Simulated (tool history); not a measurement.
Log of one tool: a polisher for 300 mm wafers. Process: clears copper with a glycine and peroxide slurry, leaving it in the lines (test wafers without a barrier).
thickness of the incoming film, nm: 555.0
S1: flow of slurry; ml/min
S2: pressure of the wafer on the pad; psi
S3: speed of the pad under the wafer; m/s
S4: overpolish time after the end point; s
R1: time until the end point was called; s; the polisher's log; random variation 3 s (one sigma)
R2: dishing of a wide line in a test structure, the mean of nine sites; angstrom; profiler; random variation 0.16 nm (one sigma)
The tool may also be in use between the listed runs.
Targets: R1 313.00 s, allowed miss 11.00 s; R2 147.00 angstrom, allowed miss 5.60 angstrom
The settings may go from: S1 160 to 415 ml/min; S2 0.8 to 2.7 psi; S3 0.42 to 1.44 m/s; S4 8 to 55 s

| run | hour | S1 | S2 | S3 | S4 | R1 | R2 |
|---|---|---|---|---|---|---|---|
| 1 | 0.0 | 265 | 1.7 | 0.92 | 28 | 214.43 | 426.84 |
| 2 | 5.4 | 250 | 1.6 | 0.90 | 25 | 225.89 | 372.81 |
| 3 | 13.5 | 240 | 1.5 | 0.88 | 23 | 243.82 | 334.02 |
| 4 | 21.0 | 240 | 1.5 | 0.74 | 23 | 270.59 | 306.50 |
| 5 | 22.0 | 240 | 1.7 | 0.74 | 23 | 253.28 | 322.55 |
| 6 | 25.0 | 240 | 1.7 | 0.94 | 23 | 215.01 | 371.79 |
| 7 | 32.1 | 230 | 1.7 | 0.88 | 21 | 225.39 | 332.10 |
| 8 | 32.6 | 220 | 1.7 | 0.82 | 19 | 239.38 | 296.36 |
| 9 | 35.6 | 160 | 1.8 | 0.56 | 8 | 303.87 | 112.80 |
| 10 | 38.0 | 235 | 1.5 | 0.60 | 10 | 310.25 | 132.38 |

5 next moves are on the table. One of them brings every result within its allowed miss. Which?
| A | 40.4 | 235 | 1.6 | 0.54 | 9 | ? | ? |
| B | 40.4 | 325 | 1.7 | 0.54 | 8 | ? | ? |
| C | 40.4 | 215 | 1.1 | 0.84 | 11 | ? | ? |
| D | 40.4 | 215 | 1.4 | 0.68 | 12 | ? | ? |
| E | 40.4 | 195 | 1.5 | 0.70 | 8 | ? | ? |

| move | R1 | R2 |
|---|---|---|
| A | 315.56 | 119.78 |
| B | 296.89 | 113.52 |
| C | 304.48 | 147.64 |
| D | 299.57 | 162.83 |
| E | 284.28 | 117.66 |
A: further off than the last run
B: further off than the last run
C: meets every target
D: takes the result that was furthest off past its target
E: further off than the last run
Move C is the one to make.
